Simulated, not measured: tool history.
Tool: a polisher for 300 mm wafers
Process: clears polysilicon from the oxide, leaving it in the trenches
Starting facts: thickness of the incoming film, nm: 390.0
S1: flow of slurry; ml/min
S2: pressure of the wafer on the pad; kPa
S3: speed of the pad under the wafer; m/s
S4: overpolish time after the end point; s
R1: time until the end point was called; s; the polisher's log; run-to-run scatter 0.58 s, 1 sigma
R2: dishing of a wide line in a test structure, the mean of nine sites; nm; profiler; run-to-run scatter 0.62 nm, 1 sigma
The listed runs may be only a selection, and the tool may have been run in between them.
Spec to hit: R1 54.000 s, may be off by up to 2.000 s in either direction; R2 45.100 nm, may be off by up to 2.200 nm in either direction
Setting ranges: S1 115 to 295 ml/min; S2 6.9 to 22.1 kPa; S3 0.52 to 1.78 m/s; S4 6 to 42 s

run	hour	S1	S2	S3	S4	R1	R2
1	0.0	190	14.5	1.14	21	30.736	45.273
2	3.9	190	14.5	1.14	13	31.305	43.858
3	4.7	190	14.5	1.14	19	31.279	43.862
4	5.3	190	14.5	0.92	19	38.152	44.387
# hour 11.2: slurry nozzle cleaned
5	11.2	190	14.5	0.92	23	36.439	44.209
6	19.5	190	17.9	0.92	23	29.268	46.442
7	25.6	190	17.2	0.90	25	31.781	46.246
8	33.7	190	16.5	0.88	27	33.666	46.173
9	41.6	190	15.9	0.88	29	33.835	45.225
10	47.8	200	11.7	0.72	19	56.171	42.320
11	50.5	195	11.7	0.72	22	56.757	43.987
12	59.1	195	11.7	0.72	23	56.402	43.901

Which one of the following 5 next-run settings gets every result inside its allowed miss? There is exactly one.
A	67.7	190	14.5	0.68	29	?	?
B	67.7	145	17.9	0.58	29	?	?
C	67.7	220	9.0	0.96	30	?	?
D	67.7	165	11.7	0.72	26	?	?
E	67.7	130	15.9	0.54	36	?	?

move	R1	R2
A	48.024	45.868
B	47.596	45.885
C	53.627	45.693
D	57.103	44.949
E	58.769	45.895
A: pushes the last run's worst result past its target
B: pushes the last run's worst result past its target
C: in spec on every target
D: misses by more than the last run did
E: misses by more than the last run did
Correct choice: C, which meets every target

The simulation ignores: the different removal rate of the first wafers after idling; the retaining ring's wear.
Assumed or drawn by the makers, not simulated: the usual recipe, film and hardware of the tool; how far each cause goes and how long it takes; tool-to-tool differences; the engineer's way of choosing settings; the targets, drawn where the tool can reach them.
